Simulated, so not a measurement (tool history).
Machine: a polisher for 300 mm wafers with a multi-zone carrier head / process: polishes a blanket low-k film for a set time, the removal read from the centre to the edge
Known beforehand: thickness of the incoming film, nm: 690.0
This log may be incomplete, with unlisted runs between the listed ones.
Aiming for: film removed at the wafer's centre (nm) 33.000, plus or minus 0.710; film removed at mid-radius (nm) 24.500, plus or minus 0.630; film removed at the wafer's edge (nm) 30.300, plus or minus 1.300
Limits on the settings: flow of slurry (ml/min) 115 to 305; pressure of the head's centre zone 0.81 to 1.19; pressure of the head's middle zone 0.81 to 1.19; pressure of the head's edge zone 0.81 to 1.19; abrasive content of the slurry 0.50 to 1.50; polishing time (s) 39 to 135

run,hour,flow of slurry (ml/min),pressure of the head's centre zone,pressure of the head's middle zone,pressure of the head's edge zone,abrasive content of the slurry,polishing time (s),film removed at the wafer's centre (nm),film removed at mid-radius (nm),film removed at the wafer's edge (nm)
1,0.0,195,1.00,1.00,1.00,1.00,87,20.764,19.510,20.096
2,1.5,145,1.00,1.00,1.00,1.00,87,19.447,18.459,19.381
3,9.8,190,1.00,1.00,1.00,1.00,87,20.665,19.401,20.158
4,10.9,200,1.01,0.99,1.02,1.05,87,21.347,19.806,20.768
5,12.9,170,1.01,0.99,1.02,1.05,87,20.939,19.332,20.555
6,19.2,170,1.01,0.95,1.02,1.05,87,20.683,18.738,20.263
7,22.9,170,1.01,0.95,1.02,1.05,87,21.025,18.816,20.101
8,27.9,175,1.02,0.94,1.04,1.10,88,21.683,19.286,21.575
9,34.5,185,1.04,0.94,1.05,1.15,88,22.727,19.967,21.941
10,38.1,195,1.05,0.93,1.07,1.20,89,23.588,20.094,22.554
11,44.7,200,1.06,0.92,1.08,1.25,90,24.736,20.588,24.149
12,52.5,210,1.07,0.93,1.09,1.30,90,25.374,21.306,23.928

4 candidate next runs follow, results not yet known. Just one meets every target within its allowed miss. Identify it.
A,60.3,185,1.13,0.85,1.10,1.25,113,?,?,?
B,60.3,190,1.11,0.90,1.13,1.40,97,?,?,?
C,60.3,225,1.13,1.19,1.04,1.45,63,?,?,?
D,60.3,175,0.99,0.90,1.07,1.35,105,?,?,?

move,film removed at the wafer's centre (nm),film removed at mid-radius (nm),film removed at the wafer's edge (nm)
A,32.633,24.094,30.505
B,28.784,22.504,27.709
C,19.784,18.560,17.703
D,27.049,23.782,28.555
A: all results in spec
B: nearer the targets than the last run, but a result is still out of spec
C: moves away from the targets compared with the last run
D: nearer the targets than the last run, but a result is still out of spec
So the answer is move A, the one that meets all the targets.
